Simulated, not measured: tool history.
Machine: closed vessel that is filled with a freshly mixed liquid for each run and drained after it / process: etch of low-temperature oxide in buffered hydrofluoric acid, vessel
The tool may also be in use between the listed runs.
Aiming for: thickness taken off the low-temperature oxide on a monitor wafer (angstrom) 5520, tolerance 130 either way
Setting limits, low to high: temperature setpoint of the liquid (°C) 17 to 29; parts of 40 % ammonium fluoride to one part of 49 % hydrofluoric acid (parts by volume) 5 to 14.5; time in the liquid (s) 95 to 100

run,hour,temperature setpoint of the liquid (°C),parts of 40 % ammonium fluoride to one part of 49 % hydrofluoric acid (parts by volume),time in the liquid (s),thickness taken off the low-temperature oxide on a monitor wafer (angstrom)
1,0,21,9,95,4979.7
2,4.9,18,9,95,4248.4
3,11.9,18.5,9,95,4340.6
4,20.6,19,9,95,4430
5,21.8,19,9,100,4637.9
6,25.2,19.5,9,100,4793.2
7,26.5,20,9,100,4922.8
8,32.2,20.5,9,100,5103.3

Exactly one of the 4 candidate moves below puts every result within its allowed miss. Which one?
A,37.9,20.5,8,100,?
B,37.9,19.5,8,100,?
C,37.9,22,8.5,100,?
D,37.9,21.5,8,95,?

move,thickness taken off the low-temperature oxide on a monitor wafer (angstrom)
A,5783.1
B,5468.5
C,5885.2
D,5807.9
A: the result that was furthest off in the last run now lies on the other side of its target
B: every result lands within tolerance
C: the result that was furthest off in the last run now lies on the other side of its target
D: the result that was furthest off in the last run now lies on the other side of its target
Answer: B
